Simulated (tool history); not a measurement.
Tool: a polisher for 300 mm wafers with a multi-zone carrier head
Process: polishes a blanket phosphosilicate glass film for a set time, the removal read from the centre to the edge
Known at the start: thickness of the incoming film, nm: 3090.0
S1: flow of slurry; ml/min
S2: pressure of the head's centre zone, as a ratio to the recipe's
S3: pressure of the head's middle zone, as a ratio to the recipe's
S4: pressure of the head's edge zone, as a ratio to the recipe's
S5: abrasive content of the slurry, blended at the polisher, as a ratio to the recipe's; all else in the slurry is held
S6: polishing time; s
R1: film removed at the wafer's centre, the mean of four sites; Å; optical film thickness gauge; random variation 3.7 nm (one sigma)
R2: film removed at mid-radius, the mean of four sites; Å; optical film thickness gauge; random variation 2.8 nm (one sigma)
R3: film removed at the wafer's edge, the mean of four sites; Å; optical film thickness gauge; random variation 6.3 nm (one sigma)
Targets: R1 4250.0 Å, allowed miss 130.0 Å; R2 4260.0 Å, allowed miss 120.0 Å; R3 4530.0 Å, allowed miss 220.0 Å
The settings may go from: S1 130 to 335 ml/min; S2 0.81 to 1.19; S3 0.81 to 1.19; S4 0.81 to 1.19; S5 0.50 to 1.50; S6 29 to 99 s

run  hour   S1    S2    S3    S4    S5  S6      R1      R2      R3
  1   0.0  215  1.00  1.00  1.00  1.00  64  6162.1  5786.8  5525.3
  2   5.0  215  1.06  1.00  1.00  1.00  64  6462.0  5767.7  5525.9
  3   7.8  215  1.06  1.00  1.00  1.20  64  7144.9  6358.9  6149.0
  4   9.7  205  1.02  0.98  1.00  1.10  64  6527.5  5962.9  5905.8
  5  17.1  205  0.98  0.98  1.00  1.10  64  6279.3  5973.2  5935.1
  6  23.7  205  0.98  0.98  1.04  1.10  64  6265.4  5981.1  5969.6
  7  28.6  200  0.96  0.96  1.04  1.00  64  5886.0  5595.8  5609.9
  8  33.5  155  0.86  0.86  1.06  0.75  62  4162.1  3972.1  4524.1
  9  39.9  160  0.86  0.87  1.05  0.75  62  4165.6  4057.7  4488.7
 10  42.6  165  0.86  0.87  1.05  0.75  62  4240.4  4055.5  4539.7
 11  44.3  170  0.86  0.88  1.05  0.75  62  4277.1  4095.8  4618.2

Which of these 5 next moves meets every target?
  A  46.0  150  0.90  0.89  1.08  0.80  59   ?   ?   ?
  B  46.0  150  0.87  0.91  1.02  0.60  74   ?   ?   ?
  C  46.0  270  0.92  0.90  1.19  0.80  53   ?   ?   ?
  D  46.0  155  0.81  0.92  1.02  0.80  60   ?   ?   ?
  E  46.0  205  0.86  0.81  1.11  0.75  60   ?   ?   ?

move      R1      R2      R3
   A  4242.4  4089.7  4614.5
   B  4236.3  4283.9  4610.8
   C  4326.6  4080.2  4675.9
   D  3974.4  4308.8  4584.1
   E  4254.4  3920.9  4773.9
A: as far off as the last run
B: meets every target
C: further off than the last run
D: brings the result that was furthest off to its target, and leaves another outside
E: further off than the last run
Move B is the one to make.

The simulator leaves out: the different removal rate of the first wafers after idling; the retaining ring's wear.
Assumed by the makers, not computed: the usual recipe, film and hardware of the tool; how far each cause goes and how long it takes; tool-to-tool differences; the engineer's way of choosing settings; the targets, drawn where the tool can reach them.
